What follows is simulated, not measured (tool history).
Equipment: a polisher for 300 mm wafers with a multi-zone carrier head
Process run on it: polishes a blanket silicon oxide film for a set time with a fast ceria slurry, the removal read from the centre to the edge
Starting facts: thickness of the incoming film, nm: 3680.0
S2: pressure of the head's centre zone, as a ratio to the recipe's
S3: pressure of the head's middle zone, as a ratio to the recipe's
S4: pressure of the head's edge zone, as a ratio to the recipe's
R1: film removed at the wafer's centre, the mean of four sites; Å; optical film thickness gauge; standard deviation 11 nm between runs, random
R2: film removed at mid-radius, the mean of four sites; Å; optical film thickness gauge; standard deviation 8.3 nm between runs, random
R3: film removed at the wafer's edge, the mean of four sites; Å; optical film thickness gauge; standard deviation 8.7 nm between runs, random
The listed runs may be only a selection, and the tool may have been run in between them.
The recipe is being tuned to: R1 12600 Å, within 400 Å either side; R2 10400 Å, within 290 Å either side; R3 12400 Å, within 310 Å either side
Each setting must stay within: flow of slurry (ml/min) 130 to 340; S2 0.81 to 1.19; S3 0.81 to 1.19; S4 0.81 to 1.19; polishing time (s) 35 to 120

run 1 day=0 | flow_of_slurry_(ml/min)=220 S2=1 S3=1 S4=1 polishing_time_(s)=77 | R1=8233.3 R2=8289.9 R3=8317.2
run 2 day=0.142 | flow_of_slurry_(ml/min)=230 S2=1.03 S3=0.97 S4=1.05 polishing_time_(s)=84 | R1=9379.9 R2=8858.2 R3=9141.4
run 3 day=0.404 | flow_of_slurry_(ml/min)=230 S2=1.03 S3=0.9 S4=1.05 polishing_time_(s)=84 | R1=9394 R2=8257.8 R3=9267.9
run 4 day=0.554 | flow_of_slurry_(ml/min)=230 S2=0.97 S3=0.9 S4=1.05 polishing_time_(s)=84 | R1=8907.4 R2=8199.7 R3=9270.1
run 5 day=0.862 | flow_of_slurry_(ml/min)=230 S2=0.97 S3=0.95 S4=1.05 polishing_time_(s)=84 | R1=8885.4 R2=8689.7 R3=9294.2
run 6 day=0.938 | flow_of_slurry_(ml/min)=230 S2=0.99 S3=0.92 S4=1.08 polishing_time_(s)=90 | R1=9652.3 R2=9116.7 R3=10063
run 7 day=0.983 | flow_of_slurry_(ml/min)=240 S2=1.01 S3=0.9 S4=1.1 polishing_time_(s)=94 | R1=10444 R2=9262.4 R3=10675
run 8 day=1.308 | flow_of_slurry_(ml/min)=275 S2=1.08 S3=0.94 S4=1.19 polishing_time_(s)=104 | R1=12356 R2=11046 R3=12165

Below are 4 possible settings for the next run. Only one of them brings all results inside the allowed miss of their targets. Which is it?
run A day=1.633 | flow_of_slurry_(ml/min)=225 S2=1.05 S3=0.84 S4=1.1 polishing_time_(s)=111 | R1=? R2=? R3=?
run B day=1.633 | flow_of_slurry_(ml/min)=285 S2=1.14 S3=0.87 S4=1.19 polishing_time_(s)=106 | R1=? R2=? R3=?
run C day=1.633 | flow_of_slurry_(ml/min)=230 S2=1.01 S3=0.88 S4=1.19 polishing_time_(s)=107 | R1=? R2=? R3=?
run D day=1.633 | flow_of_slurry_(ml/min)=285 S2=1 S3=0.91 S4=1.17 polishing_time_(s)=106 | R1=? R2=? R3=?

move=A R1=12781 R2=10382 R3=12476
move=B R1=13613 R2=10443 R3=12467
move=C R1=11882 R2=10425 R3=12381
move=D R1=11933 R2=10847 R3=12384
A: all results in spec
B: corrects the largest miss of the last run, while another result sits out of spec
C: corrects the largest miss of the last run, while another result sits out of spec
D: better than the last run, though not everything is in spec
Correct choice: A, which meets every target
